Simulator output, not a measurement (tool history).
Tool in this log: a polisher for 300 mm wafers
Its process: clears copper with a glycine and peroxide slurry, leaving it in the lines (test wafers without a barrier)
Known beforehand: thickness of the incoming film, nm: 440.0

run    day  flow of slurry (ml/min)  pressure of the wafer on the pad (psi)  speed of the pad under the wafer (cm/s)  overpolish time after the end point (s)  time until the end point was called (s)  dishing of a wide line in a test structure (Å)
  1  0.000                      155                                     2.6                                      104                                       12                                   109.75                                          339.06
  2  0.171                      145                                     2.3                                       96                                       10                                   130.53                                          243.34
  3  0.492                      145                                     2.3                                      110                                       10                                   117.29                                          270.17
  4  0.533                      145                                     1.7                                      110                                       10                                   150.67                                          214.99
  5  0.558                      145                                     1.7                                      110                                       15                                   148.11                                          308.89
  6  0.904                      145                                     1.7                                      124                                       15                                   132.16                                          334.16
  7  1.258                      100                                     1.2                                       96                                        9                                   227.92                                          133.37
  8  1.562                      100                                     1.2                                       96                                        9                                   232.18                                          131.38
  9  1.938                      100                                     1.2                                       96                                        8                                   230.36                                          116.25

Estimate the outcome of run 10 from the log above:
 10  2.229                      100                                     1.2                                       96                                        7                                        ?                                               ?

time until the end point was called (s): 222.47
dishing of a wide line in a test structure (Å): 105.58

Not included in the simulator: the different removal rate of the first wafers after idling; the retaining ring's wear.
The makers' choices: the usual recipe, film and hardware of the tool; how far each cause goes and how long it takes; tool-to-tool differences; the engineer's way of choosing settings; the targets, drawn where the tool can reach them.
